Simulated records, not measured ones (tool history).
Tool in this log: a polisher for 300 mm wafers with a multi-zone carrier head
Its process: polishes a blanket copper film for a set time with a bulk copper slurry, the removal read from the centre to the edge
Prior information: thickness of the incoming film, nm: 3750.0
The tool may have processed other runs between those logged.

run	hour	flow of slurry (ml/min)	pressure of the head's centre zone	pressure of the head's middle zone	pressure of the head's edge zone	abrasive content of the slurry	polishing time (s)	film removed at the wafer's centre (angstrom)	film removed at mid-radius (angstrom)	film removed at the wafer's edge (angstrom)
1	0	175	1	1	1	1	72	6153.3	5762.9	5681.4
2	1.3	175	1	1	1	1.15	72	6257.8	5871.6	5991.9
3	10	180	0.99	1.03	1.02	1.2	74	6635.4	6206.9	6297.2
4	11.8	175	0.96	1.06	1.03	1.25	77	6601.7	6653.7	6751.7
5	20.7	175	0.96	1.06	1.03	1.4	77	6767.3	6661.2	6803.8
6	26	180	0.94	1.08	1.04	1.4	79	6919	7250.7	6855
7	33	170	0.93	1.09	1.06	1.4	82	6952.1	7394.5	7227.1
# hour 40.7: centre zone pressure recalibrated
8	40.7	170	0.92	1.09	1.08	1.4	84	6790.5	7430.7	7663.9

Predict the results of run 9:
9	43.2	180	0.92	1.1	1.09	1.4	85	?	?	?

For run 9 the tool returned film removed at the wafer's centre (angstrom) 6877.7, film removed at mid-radius (angstrom) 7764.4, film removed at the wafer's edge (angstrom) 7619.8.

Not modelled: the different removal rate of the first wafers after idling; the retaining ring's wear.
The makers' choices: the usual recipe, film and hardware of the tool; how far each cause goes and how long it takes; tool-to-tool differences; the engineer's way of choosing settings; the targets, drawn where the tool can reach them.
